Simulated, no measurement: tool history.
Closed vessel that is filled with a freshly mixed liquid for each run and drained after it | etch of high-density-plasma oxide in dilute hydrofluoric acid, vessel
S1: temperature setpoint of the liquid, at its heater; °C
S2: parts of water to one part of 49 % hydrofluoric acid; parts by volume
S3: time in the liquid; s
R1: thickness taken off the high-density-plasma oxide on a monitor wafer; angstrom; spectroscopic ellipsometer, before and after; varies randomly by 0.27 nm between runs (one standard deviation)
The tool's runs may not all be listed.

| run | hour | S1 | S2 | S3 | R1 |
|---|---|---|---|---|---|
| 1 | 0.0 | 21.0 | 70 | 455 | 301.43 |
| 2 | 3.2 | 22.0 | 70 | 455 | 317.20 |
| 3 | 10.0 | 22.5 | 70 | 455 | 318.19 |
| 4 | 13.9 | 22.5 | 85 | 455 | 258.57 |
| 5 | 21.2 | 23.5 | 85 | 455 | 270.07 |
| 6 | 22.7 | 23.5 | 75 | 455 | 311.01 |
| 7 | 27.3 | 24.0 | 75 | 455 | 314.34 |
|  | 29.4 | thermometer replaced |
| 8 | 29.4 | 24.5 | 75 | 455 | 308.10 |
| 9 | 35.1 | 25.0 | 75 | 455 | 314.13 |

Expected results for the next run?
| 10 | 39.1 | 25.5 | 75 | 455 | ? |

{"run 10": {"R1": 325.48}}
